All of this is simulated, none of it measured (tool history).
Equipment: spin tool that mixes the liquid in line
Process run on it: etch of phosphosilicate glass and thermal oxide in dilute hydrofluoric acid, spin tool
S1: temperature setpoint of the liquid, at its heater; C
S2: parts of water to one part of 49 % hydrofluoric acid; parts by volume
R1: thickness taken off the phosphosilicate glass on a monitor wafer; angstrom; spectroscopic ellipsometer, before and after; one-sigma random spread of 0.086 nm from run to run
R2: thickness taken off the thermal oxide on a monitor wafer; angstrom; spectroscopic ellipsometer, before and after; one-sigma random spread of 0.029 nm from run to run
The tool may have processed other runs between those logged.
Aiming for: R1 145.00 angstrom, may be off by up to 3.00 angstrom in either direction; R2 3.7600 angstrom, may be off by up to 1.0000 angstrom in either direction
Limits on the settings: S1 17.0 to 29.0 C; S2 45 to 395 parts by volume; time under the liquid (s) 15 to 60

{"run": 1, "hour": 0.0, "S1": 21.0, "S2": 220, "time under the liquid (s)": 30, "R1": 201.52, "R2": 5.8321}
{"run": 2, "hour": 7.0, "S1": 20.5, "S2": 225, "time under the liquid (s)": 30, "R1": 190.32, "R2": 4.7961}
{"run": 3, "hour": 8.2, "S1": 23.5, "S2": 225, "time under the liquid (s)": 30, "R1": 214.37, "R2": 4.6496}
{"run": 4, "hour": 8.8, "S1": 22.5, "S2": 235, "time under the liquid (s)": 30, "R1": 194.33, "R2": 5.1199}
{"run": 5, "hour": 13.2, "S1": 22.0, "S2": 240, "time under the liquid (s)": 30, "R1": 188.12, "R2": 5.2779}
{"run": 6, "hour": 17.4, "S1": 22.0, "S2": 240, "time under the liquid (s)": 20, "R1": 124.64, "R2": 3.3081}
{"run": 7, "hour": 21.0, "S1": 22.5, "S2": 240, "time under the liquid (s)": 20, "R1": 126.7, "R2": 3.7322}
{"hour": 24.7, "done": "hydrofluoric acid flow meter replaced"}
{"run": 8, "hour": 24.7, "S1": 23.0, "S2": 240, "time under the liquid (s)": 20, "R1": 116.8, "R2": 2.9226}
{"run": 9, "hour": 32.8, "S1": 22.5, "S2": 230, "time under the liquid (s)": 20, "R1": 121.08, "R2": 3.2271}
{"run": 10, "hour": 33.5, "S1": 23.0, "S2": 225, "time under the liquid (s)": 20, "R1": 125.1, "R2": 3.5091}
{"run": 11, "hour": 36.9, "S1": 23.5, "S2": 220, "time under the liquid (s)": 20, "R1": 132.63, "R2": 3.3933}
{"run": 12, "hour": 43.6, "S1": 23.5, "S2": 215, "time under the liquid (s)": 20, "R1": 134.51, "R2": 2.8321}
{"run": 13, "hour": 44.5, "S1": 22.5, "S2": 210, "time under the liquid (s)": 20, "R1": 134.34, "R2": 3.7394}
{"run": 14, "hour": 52.9, "S1": 22.5, "S2": 205, "time under the liquid (s)": 20, "R1": 138.5, "R2": 4.1991}
{"run": 15, "hour": 57.4, "S1": 23.0, "S2": 205, "time under the liquid (s)": 20, "R1": 139.62, "R2": 3.4443}

Pick the move, out of 4, that brings all results within their allowed miss; only one does.
{"run": "A", "hour": 61.9, "S1": 24.0, "S2": 155, "time under the liquid (s)": 15, "R1": "?", "R2": "?"}
{"run": "B", "hour": 61.9, "S1": 23.0, "S2": 215, "time under the liquid (s)": 20, "R1": "?", "R2": "?"}
{"run": "C", "hour": 61.9, "S1": 22.5, "S2": 155, "time under the liquid (s)": 15, "R1": "?", "R2": "?"}
{"run": "D", "hour": 61.9, "S1": 21.5, "S2": 275, "time under the liquid (s)": 30, "R1": "?", "R2": "?"}

move=A R1=154.15 R2=3.9296
move=B R1=133.73 R2=3.4093
move=C R1=145.52 R2=3.7097
move=D R1=139.90 R2=3.5666
A: takes the result that was furthest off past its target
B: lands further from the targets than the last run did
C: all results land within tolerance of their targets
D: moves toward the targets from the last run without getting all of them in spec
So the answer is move C, the one that meets all the targets.
